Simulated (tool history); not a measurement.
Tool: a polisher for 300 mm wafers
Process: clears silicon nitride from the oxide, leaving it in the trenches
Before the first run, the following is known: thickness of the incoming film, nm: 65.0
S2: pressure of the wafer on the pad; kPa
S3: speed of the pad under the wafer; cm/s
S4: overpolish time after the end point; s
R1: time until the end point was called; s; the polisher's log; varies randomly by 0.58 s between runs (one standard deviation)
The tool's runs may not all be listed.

run 1 hour=0.0 | flow_of_slurry_(ml/min)=250 S2=16.5 S3=106 S4=3 | R1=97.211
run 2 hour=6.4 | flow_of_slurry_(ml/min)=255 S2=17.2 S3=106 S4=3 | R1=93.090
run 3 hour=13.7 | flow_of_slurry_(ml/min)=255 S2=13.8 S3=106 S4=3 | R1=112.270
run 4 hour=19.7 | flow_of_slurry_(ml/min)=200 S2=13.8 S3=106 S4=3 | R1=116.770
run 5 hour=27.7 | flow_of_slurry_(ml/min)=250 S2=13.8 S3=106 S4=3 | R1=113.870
run 6 hour=32.9 | flow_of_slurry_(ml/min)=255 S2=15.2 S3=106 S4=3 | R1=103.360
run 7 hour=33.6 | flow_of_slurry_(ml/min)=270 S2=16.5 S3=106 S4=3 | R1=95.617
run 8 hour=41.4 | flow_of_slurry_(ml/min)=270 S2=16.5 S3=106 S4=3 | R1=97.067
run 9 hour=49.4 | flow_of_slurry_(ml/min)=285 S2=20.7 S3=108 S4=3 | R1=77.189
run 10 hour=52.5 | flow_of_slurry_(ml/min)=285 S2=21.4 S3=108 S4=3 | R1=75.750

Run 11 is up next; what results do you expect?
run 11 hour=53.9 | flow_of_slurry_(ml/min)=290 S2=22.1 S3=108 S4=3 | R1=?

Run 11 produced R1 72.943 s.
